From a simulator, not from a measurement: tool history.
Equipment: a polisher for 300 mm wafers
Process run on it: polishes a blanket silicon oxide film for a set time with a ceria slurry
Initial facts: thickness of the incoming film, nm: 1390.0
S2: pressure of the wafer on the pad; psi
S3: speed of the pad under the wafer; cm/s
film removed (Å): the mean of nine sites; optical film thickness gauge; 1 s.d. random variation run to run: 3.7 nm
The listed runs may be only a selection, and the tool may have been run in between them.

run 1 hour=0.0 | flow_of_slurry_(ml/min)=285 S2=3.2 S3=98 polishing_time_(s)=54 | film_removed_(Å)=2822.9
run 2 hour=7.4 | flow_of_slurry_(ml/min)=285 S2=3.5 S3=98 polishing_time_(s)=54 | film_removed_(Å)=3079.0
run 3 hour=16.3 | flow_of_slurry_(ml/min)=285 S2=3.2 S3=98 polishing_time_(s)=54 | film_removed_(Å)=2878.0
run 4 hour=18.6 | flow_of_slurry_(ml/min)=285 S2=3.3 S3=98 polishing_time_(s)=54 | film_removed_(Å)=2952.2
run 5 hour=19.8 | flow_of_slurry_(ml/min)=285 S2=3.6 S3=98 polishing_time_(s)=54 | film_removed_(Å)=3163.3
run 6 hour=27.8 | flow_of_slurry_(ml/min)=285 S2=3.6 S3=76 polishing_time_(s)=54 | film_removed_(Å)=2588.7
run 7 hour=35.8 | flow_of_slurry_(ml/min)=285 S2=3.7 S3=76 polishing_time_(s)=54 | film_removed_(Å)=2630.9
run 8 hour=41.9 | flow_of_slurry_(ml/min)=285 S2=3.8 S3=76 polishing_time_(s)=54 | film_removed_(Å)=2644.7
run 9 hour=42.7 | flow_of_slurry_(ml/min)=285 S2=3.9 S3=76 polishing_time_(s)=54 | film_removed_(Å)=2744.1

Run 10, settings as shown, results not yet in. Your forecast:
run 10 hour=44.9 | flow_of_slurry_(ml/min)=285 S2=4.0 S3=76 polishing_time_(s)=54 | film_removed_(Å)=?

Run 10 yielded film removed (Å) 2813.3.
